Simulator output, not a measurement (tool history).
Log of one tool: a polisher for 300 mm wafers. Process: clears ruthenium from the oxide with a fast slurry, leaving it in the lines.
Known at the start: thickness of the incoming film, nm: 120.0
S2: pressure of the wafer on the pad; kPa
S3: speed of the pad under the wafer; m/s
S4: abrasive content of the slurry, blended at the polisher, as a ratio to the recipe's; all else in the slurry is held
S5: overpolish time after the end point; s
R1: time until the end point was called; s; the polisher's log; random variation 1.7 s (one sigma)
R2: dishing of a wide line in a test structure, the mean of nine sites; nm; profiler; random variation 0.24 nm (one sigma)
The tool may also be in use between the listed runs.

run 1 hour=0.0 | flow_of_slurry_(ml/min)=160 S2=11.7 S3=0.80 S4=1.0 S5=27 | R1=59.659 R2=43.130
run 2 hour=8.3 | flow_of_slurry_(ml/min)=160 S2=11.7 S3=0.80 S4=1.0 S5=33 | R1=61.278 R2=50.975
run 3 hour=14.1 | flow_of_slurry_(ml/min)=160 S2=11.7 S3=0.66 S4=1.0 S5=33 | R1=71.855 R2=44.937
run 4 hour=15.1 | flow_of_slurry_(ml/min)=165 S2=11.0 S3=0.64 S4=1.0 S5=28 | R1=73.164 R2=37.877
run 5 hour=21.8 | flow_of_slurry_(ml/min)=190 S2=11.0 S3=0.64 S4=1.0 S5=28 | R1=73.941 R2=38.673
run 6 hour=29.1 | flow_of_slurry_(ml/min)=190 S2=11.0 S3=0.64 S4=1.0 S5=24 | R1=72.305 R2=33.237
run 7 hour=38.2 | flow_of_slurry_(ml/min)=190 S2=9.7 S3=0.64 S4=1.0 S5=22 | R1=82.885 R2=28.175
run 8 hour=41.4 | flow_of_slurry_(ml/min)=190 S2=9.0 S3=0.64 S4=1.0 S5=20 | R1=90.129 R2=24.536
run 9 hour=44.7 | flow_of_slurry_(ml/min)=185 S2=9.0 S3=0.64 S4=1.0 S5=19 | R1=85.738 R2=23.120
run 10 hour=53.1 | flow_of_slurry_(ml/min)=175 S2=9.0 S3=0.64 S4=1.0 S5=19 | R1=88.201 R2=23.193
run 11 hour=55.5 | flow_of_slurry_(ml/min)=170 S2=9.0 S3=0.64 S4=1.0 S5=19 | R1=88.532 R2=22.819

The next listed run, before its measurement:
run 12 hour=63.8 | flow_of_slurry_(ml/min)=160 S2=9.0 S3=0.64 S4=1.0 S5=19 | R1=? R2=?

Run 12 gave R1 87.951 s, R2 22.432 nm.
